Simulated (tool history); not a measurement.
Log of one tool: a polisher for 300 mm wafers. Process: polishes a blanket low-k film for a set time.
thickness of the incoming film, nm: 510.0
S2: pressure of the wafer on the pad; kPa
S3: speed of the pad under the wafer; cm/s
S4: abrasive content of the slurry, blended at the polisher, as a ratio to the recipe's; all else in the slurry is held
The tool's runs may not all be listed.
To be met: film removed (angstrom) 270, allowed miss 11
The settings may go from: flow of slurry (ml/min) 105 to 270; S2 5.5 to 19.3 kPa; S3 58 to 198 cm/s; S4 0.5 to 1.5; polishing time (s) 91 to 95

{"run": 1, "hour": 0.0, "flow of slurry (ml/min)": 175, "S2": 12.4, "S3": 128, "S4": 1, "polishing time (s)": 91, "film removed (angstrom)": 477.65}
{"run": 2, "hour": 0.8, "flow of slurry (ml/min)": 175, "S2": 12.4, "S3": 104, "S4": 1, "polishing time (s)": 91, "film removed (angstrom)": 399.55}
{"run": 3, "hour": 6.9, "flow of slurry (ml/min)": 175, "S2": 12.4, "S3": 134, "S4": 1, "polishing time (s)": 91, "film removed (angstrom)": 500.82}
{"run": 4, "hour": 15.0, "flow of slurry (ml/min)": 175, "S2": 12.4, "S3": 118, "S4": 1, "polishing time (s)": 91, "film removed (angstrom)": 461.77}
{"run": 5, "hour": 18.7, "flow of slurry (ml/min)": 175, "S2": 11.7, "S3": 118, "S4": 1, "polishing time (s)": 91, "film removed (angstrom)": 416.85}
{"run": 6, "hour": 27.1, "flow of slurry (ml/min)": 175, "S2": 11.7, "S3": 118, "S4": 1, "polishing time (s)": 91, "film removed (angstrom)": 431.27}
{"run": 7, "hour": 29.2, "flow of slurry (ml/min)": 175, "S2": 11, "S3": 116, "S4": 1, "polishing time (s)": 91, "film removed (angstrom)": 400.21}
{"run": 8, "hour": 30.3, "flow of slurry (ml/min)": 175, "S2": 10.3, "S3": 116, "S4": 1, "polishing time (s)": 91, "film removed (angstrom)": 371.62}
{"run": 9, "hour": 38.1, "flow of slurry (ml/min)": 175, "S2": 9.7, "S3": 116, "S4": 1, "polishing time (s)": 91, "film removed (angstrom)": 355.81}
{"run": 10, "hour": 39.3, "flow of slurry (ml/min)": 175, "S2": 9, "S3": 116, "S4": 1, "polishing time (s)": 91, "film removed (angstrom)": 335.18}
{"run": 11, "hour": 45.6, "flow of slurry (ml/min)": 175, "S2": 8.3, "S3": 116, "S4": 1, "polishing time (s)": 91, "film removed (angstrom)": 318.69}

Which of these 5 next moves meets every target?
{"run": "A", "hour": 51.9, "flow of slurry (ml/min)": 225, "S2": 6.2, "S3": 112, "S4": 1.1, "polishing time (s)": 95, "film removed (angstrom)": "?"}
{"run": "B", "hour": 51.9, "flow of slurry (ml/min)": 175, "S2": 8.3, "S3": 114, "S4": 0.95, "polishing time (s)": 94, "film removed (angstrom)": "?"}
{"run": "C", "hour": 51.9, "flow of slurry (ml/min)": 165, "S2": 6.9, "S3": 114, "S4": 0.9, "polishing time (s)": 91, "film removed (angstrom)": "?"}
{"run": "D", "hour": 51.9, "flow of slurry (ml/min)": 175, "S2": 7.6, "S3": 156, "S4": 1, "polishing time (s)": 95, "film removed (angstrom)": "?"}
{"run": "E", "hour": 51.9, "flow of slurry (ml/min)": 235, "S2": 10.3, "S3": 140, "S4": 0.8, "polishing time (s)": 91, "film removed (angstrom)": "?"}

move=A film_removed_(angstrom)=276.09
move=B film_removed_(angstrom)=313.84
move=C film_removed_(angstrom)=251.57
move=D film_removed_(angstrom)=390
move=E film_removed_(angstrom)=405.82
A: meets every target
B: nearer than the last run, and not there yet
C: takes the result that was furthest off past its target
D: further off than the last run
E: further off than the last run
The right move is A.
